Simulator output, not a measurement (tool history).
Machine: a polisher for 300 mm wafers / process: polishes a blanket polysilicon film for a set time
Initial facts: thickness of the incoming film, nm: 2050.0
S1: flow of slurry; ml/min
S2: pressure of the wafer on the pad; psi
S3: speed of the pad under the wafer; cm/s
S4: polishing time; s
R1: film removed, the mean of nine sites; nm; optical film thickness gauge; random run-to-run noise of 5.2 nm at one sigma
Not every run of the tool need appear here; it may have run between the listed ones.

run 1 day=0.000 | S1=220 S2=3.5 S3=84 S4=77 | R1=781.46
run 2 day=0.238 | S1=220 S2=3.3 S3=84 S4=77 | R1=741.42
run 3 day=0.412 | S1=220 S2=3.3 S3=68 S4=77 | R1=603.96
run 4 day=0.762 | S1=220 S2=3.3 S3=48 S4=77 | R1=430.27
run 5 day=0.946 | S1=220 S2=3.5 S3=48 S4=77 | R1=458.70
-- day=1.138 slurry nozzle cleaned
run 6 day=1.138 | S1=220 S2=3.6 S3=48 S4=77 | R1=481.46
run 7 day=1.333 | S1=220 S2=3.7 S3=48 S4=77 | R1=492.32

Run 8 comes next. What will it give?
run 8 day=1.538 | S1=220 S2=3.8 S3=48 S4=77 | R1=?

Logged for run 8: R1 514.39 nm.
